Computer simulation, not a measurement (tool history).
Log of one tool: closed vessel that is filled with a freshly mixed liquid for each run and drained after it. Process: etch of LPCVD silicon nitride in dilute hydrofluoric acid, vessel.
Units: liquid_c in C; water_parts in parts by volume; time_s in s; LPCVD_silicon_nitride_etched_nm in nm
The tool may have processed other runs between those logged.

run	hour	liquid_c	water_parts	time_s	LPCVD_silicon_nitride_etched_nm
1	0	23	115	620	2.1101
2	1.9	24	110	620	2.3458
3	6.6	24	145	620	1.7912
4	8.7	24	170	620	1.5284
5	10.1	24	195	620	1.3248
6	18.5	24	210	620	1.2328
7	27.2	25	190	620	1.4608
# hour 30: hydrofluoric acid flow meter replaced
8	30	26	175	620	1.8669
9	31.8	26.5	165	620	2.0678
10	39.2	27	160	620	2.1835
11	42	27.5	150	620	2.4146
12	50.1	28	145	620	2.5576
13	50.7	28.5	140	620	2.7517
14	56.6	29	135	620	2.9346
15	61.5	29.5	130	620	3.1632

Expected results for the next run?
16	62.1	29.5	125	620	?

{"run 16": {"LPCVD_silicon_nitride_etched_nm": 3.2836}}
